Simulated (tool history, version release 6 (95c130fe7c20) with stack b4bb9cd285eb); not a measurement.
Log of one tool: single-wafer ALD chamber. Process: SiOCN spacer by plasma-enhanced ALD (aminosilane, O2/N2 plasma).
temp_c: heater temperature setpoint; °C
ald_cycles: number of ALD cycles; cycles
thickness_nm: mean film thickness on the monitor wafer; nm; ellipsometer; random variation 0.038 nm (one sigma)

{"run": 1, "hour": 0.0, "temp_c": 380, "ald_cycles": 115, "thickness_nm": 6.5012}
{"run": 2, "hour": 6.1, "temp_c": 374, "ald_cycles": 115, "thickness_nm": 6.4504}
{"run": 3, "hour": 13.7, "temp_c": 374, "ald_cycles": 120, "thickness_nm": 6.7459}
{"run": 4, "hour": 21.9, "temp_c": 374, "ald_cycles": 106, "thickness_nm": 5.9446}
{"run": 5, "hour": 24.4, "temp_c": 378, "ald_cycles": 106, "thickness_nm": 6.0107}
{"run": 6, "hour": 26.5, "temp_c": 372, "ald_cycles": 106, "thickness_nm": 5.9083}
{"run": 7, "hour": 33.0, "temp_c": 374, "ald_cycles": 113, "thickness_nm": 6.3551}
{"run": 8, "hour": 36.0, "temp_c": 374, "ald_cycles": 118, "thickness_nm": 6.6222}
{"run": 9, "hour": 44.5, "temp_c": 375, "ald_cycles": 122, "thickness_nm": 6.8437}
{"run": 10, "hour": 49.6, "temp_c": 376, "ald_cycles": 125, "thickness_nm": 7.0229}

The next listed run, before its measurement:
{"run": 11, "hour": 56.1, "temp_c": 376, "ald_cycles": 127, "thickness_nm": "?"}

{"run 11": {"thickness_nm": 7.1145}}
